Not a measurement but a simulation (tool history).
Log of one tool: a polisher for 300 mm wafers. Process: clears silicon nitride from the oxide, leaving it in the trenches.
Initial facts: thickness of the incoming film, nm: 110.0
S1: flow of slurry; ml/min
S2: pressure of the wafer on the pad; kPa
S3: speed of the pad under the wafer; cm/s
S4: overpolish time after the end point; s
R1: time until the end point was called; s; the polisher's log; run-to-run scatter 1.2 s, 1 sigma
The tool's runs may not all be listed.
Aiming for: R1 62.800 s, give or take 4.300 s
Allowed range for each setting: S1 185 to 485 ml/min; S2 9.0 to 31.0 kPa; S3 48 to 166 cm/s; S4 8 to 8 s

{"run": 1, "hour": 0.0, "S1": 310, "S2": 20.0, "S3": 106, "S4": 8, "R1": 108.77}
{"run": 2, "hour": 7.9, "S1": 310, "S2": 22.8, "S3": 108, "S4": 8, "R1": 92.031}
{"run": 3, "hour": 13.3, "S1": 310, "S2": 22.8, "S3": 108, "S4": 8, "R1": 91.51}
{"run": 4, "hour": 16.3, "S1": 310, "S2": 24.8, "S3": 110, "S4": 8, "R1": 86.238}
{"run": 5, "hour": 19.6, "S1": 310, "S2": 24.8, "S3": 92, "S4": 8, "R1": 94.472}
{"run": 6, "hour": 27.9, "S1": 310, "S2": 21.4, "S3": 92, "S4": 8, "R1": 109.22}
{"run": 7, "hour": 31.5, "S1": 315, "S2": 24.1, "S3": 100, "S4": 8, "R1": 91.255}
{"run": 8, "hour": 36.6, "S1": 315, "S2": 26.2, "S3": 102, "S4": 8, "R1": 80.444}
{"run": 9, "hour": 42.8, "S1": 315, "S2": 27.6, "S3": 104, "S4": 8, "R1": 76.443}
{"run": 10, "hour": 50.9, "S1": 315, "S2": 28.3, "S3": 106, "S4": 8, "R1": 77.807}
{"run": 11, "hour": 58.6, "S1": 315, "S2": 28.3, "S3": 106, "S4": 8, "R1": 76.354}
{"run": 12, "hour": 60.2, "S1": 315, "S2": 28.3, "S3": 106, "S4": 8, "R1": 76.099}
{"run": 13, "hour": 65.8, "S1": 315, "S2": 29.0, "S3": 110, "S4": 8, "R1": 71.008}

Below are 4 possible settings for the next run. Only one of them brings all results inside the allowed miss of their targets. Which is it?
{"run": "A", "hour": 71.4, "S1": 310, "S2": 29.0, "S3": 106, "S4": 8, "R1": "?"}
{"run": "B", "hour": 71.4, "S1": 245, "S2": 27.6, "S3": 112, "S4": 8, "R1": "?"}
{"run": "C", "hour": 71.4, "S1": 195, "S2": 31.0, "S3": 94, "S4": 8, "R1": "?"}
{"run": "D", "hour": 71.4, "S1": 305, "S2": 31.0, "S3": 122, "S4": 8, "R1": "?"}

move=A R1=73.788
move=B R1=76.823
move=C R1=78.507
move=D R1=63.337
A: further off than the last run
B: further off than the last run
C: further off than the last run
D: meets every target
Move D is the one to make.
